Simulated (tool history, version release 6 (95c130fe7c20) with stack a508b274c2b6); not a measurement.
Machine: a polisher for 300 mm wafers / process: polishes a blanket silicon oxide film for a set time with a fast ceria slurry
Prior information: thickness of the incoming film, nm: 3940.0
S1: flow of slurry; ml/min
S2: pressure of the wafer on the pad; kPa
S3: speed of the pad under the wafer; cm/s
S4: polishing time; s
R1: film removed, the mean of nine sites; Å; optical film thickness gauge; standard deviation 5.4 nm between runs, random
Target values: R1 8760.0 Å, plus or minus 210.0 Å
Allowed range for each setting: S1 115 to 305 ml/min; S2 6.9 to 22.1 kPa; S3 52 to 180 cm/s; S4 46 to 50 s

run  hour   S1    S2   S3  S4      R1
  1   0.0  195  14.5  116  50  6710.1
  2   0.6  195  14.5  134  50  7718.9
  3   9.4  145  14.5  134  50  7495.7
  4  11.5  145  14.5  134  50  7476.1
  5  16.3  155  14.5  134  50  7524.4
  6  18.6  165  14.5  134  50  7624.1
  7  21.8  175  14.5  134  50  7628.1
  8  28.2  180  14.5  134  50  7631.2

Of the 4 settings listed for the next run, only one would bring every result within its allowed miss of target. Which one?
  A  34.6  170  16.5  136  50   ?
  B  34.6  165  19.3  112  48   ?
  C  34.6  170  13.8  138  48   ?
  D  34.6  190  13.1  122  49   ?

move      R1
   A  8721.0
   B  8110.6
   C  7109.2
   D  6237.0
A: each result inside its tolerance
B: closes in on the targets versus the last run, not all within tolerance yet
C: further off than the last run
D: further off than the last run
Go with A: it meets all targets.

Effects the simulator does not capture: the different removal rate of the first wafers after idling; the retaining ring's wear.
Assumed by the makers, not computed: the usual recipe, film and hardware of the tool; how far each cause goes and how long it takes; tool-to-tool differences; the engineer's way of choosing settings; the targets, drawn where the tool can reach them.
